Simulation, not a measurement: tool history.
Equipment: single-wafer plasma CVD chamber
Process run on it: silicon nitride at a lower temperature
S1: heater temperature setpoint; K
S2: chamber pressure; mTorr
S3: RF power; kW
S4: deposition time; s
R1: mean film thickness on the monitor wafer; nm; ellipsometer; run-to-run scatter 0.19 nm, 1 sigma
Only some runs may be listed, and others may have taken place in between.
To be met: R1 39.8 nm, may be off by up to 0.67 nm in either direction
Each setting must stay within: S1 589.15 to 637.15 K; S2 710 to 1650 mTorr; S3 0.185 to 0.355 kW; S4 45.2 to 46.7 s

run 1 hour=0 | S1=613.15 S2=1180 S3=0.27 S4=45.2 | R1=45.257
run 2 hour=6.9 | S1=613.15 S2=1010 S3=0.27 S4=45.2 | R1=42.817
run 3 hour=8.8 | S1=613.15 S2=1010 S3=0.25 S4=45.2 | R1=40.747
run 4 hour=15.4 | S1=613.15 S2=1000 S3=0.25 S4=45.2 | R1=40.78
run 5 hour=21.6 | S1=613.15 S2=1000 S3=0.225 S4=45.2 | R1=38.136
run 6 hour=26.7 | S1=613.15 S2=1000 S3=0.265 S4=45.2 | R1=42.256
run 7 hour=29.8 | S1=613.15 S2=980 S3=0.265 S4=45.2 | R1=42.043
run 8 hour=36.7 | S1=613.15 S2=960 S3=0.265 S4=45.2 | R1=41.584
run 9 hour=43.4 | S1=613.15 S2=960 S3=0.265 S4=45.2 | R1=41.86
run 10 hour=44.3 | S1=613.15 S2=940 S3=0.265 S4=45.2 | R1=41.496
run 11 hour=51.8 | S1=613.15 S2=930 S3=0.265 S4=45.2 | R1=41.342
run 12 hour=57 | S1=613.15 S2=920 S3=0.265 S4=45.2 | R1=41.559
run 13 hour=61.1 | S1=613.15 S2=900 S3=0.265 S4=45.2 | R1=40.787
run 14 hour=62.8 | S1=613.15 S2=890 S3=0.265 S4=45.2 | R1=40.78
run 15 hour=63.7 | S1=613.15 S2=880 S3=0.265 S4=45.2 | R1=40.565
run 16 hour=68.8 | S1=613.15 S2=880 S3=0.265 S4=45.2 | R1=40.903
run 17 hour=76.7 | S1=613.15 S2=870 S3=0.265 S4=45.2 | R1=40.719

Of the 5 settings listed for the next run, only one would bring every result within its allowed miss of target. Which one?
run A hour=84.6 | S1=608.15 S2=900 S3=0.27 S4=45.2 | R1=?
run B hour=84.6 | S1=615.15 S2=890 S3=0.265 S4=46 | R1=?
run C hour=84.6 | S1=611.15 S2=910 S3=0.27 S4=45.4 | R1=?
run D hour=84.6 | S1=602.15 S2=830 S3=0.265 S4=45.2 | R1=?
run E hour=84.6 | S1=616.15 S2=780 S3=0.285 S4=46.4 | R1=?

move=A R1=41.137
move=B R1=41.125
move=C R1=41.421
move=D R1=39.718
move=E R1=41.712
A: misses by more than the last run did
B: misses by more than the last run did
C: misses by more than the last run did
D: in spec on every target
E: misses by more than the last run did
The right move is D.

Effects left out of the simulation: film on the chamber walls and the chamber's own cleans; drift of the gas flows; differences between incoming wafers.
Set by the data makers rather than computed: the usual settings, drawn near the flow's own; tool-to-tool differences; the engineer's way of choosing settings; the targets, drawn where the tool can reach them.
